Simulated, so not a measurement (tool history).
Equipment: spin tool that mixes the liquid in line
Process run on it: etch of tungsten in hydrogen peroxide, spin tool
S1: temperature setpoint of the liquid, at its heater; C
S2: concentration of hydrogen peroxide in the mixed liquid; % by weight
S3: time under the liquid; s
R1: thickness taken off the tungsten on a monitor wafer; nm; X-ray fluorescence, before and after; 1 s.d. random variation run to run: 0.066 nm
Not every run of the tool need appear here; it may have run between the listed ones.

| run | hour | S1 | S2 | S3 | R1 |
|---|---|---|---|---|---|
| 1 | 0.0 | 51.0 | 18.5 | 15 | 22.736 |
| 2 | 6.0 | 55.0 | 18.5 | 15 | 28.904 |
| 3 | 12.9 | 55.0 | 15.0 | 15 | 26.038 |
| 4 | 18.1 | 54.5 | 15.0 | 15 | 25.295 |
| 5 | 19.3 | 54.0 | 15.0 | 15 | 24.482 |
| 6 | 21.1 | 54.0 | 13.0 | 15 | 22.901 |
| 7 | 25.4 | 53.5 | 13.0 | 15 | 22.270 |
| 8 | 31.5 | 52.5 | 13.0 | 15 | 20.852 |

Forecast run 9:
| 9 | 34.2 | 52.0 | 13.0 | 15 | ? |

{"run 9": {"R1": 20.335}}
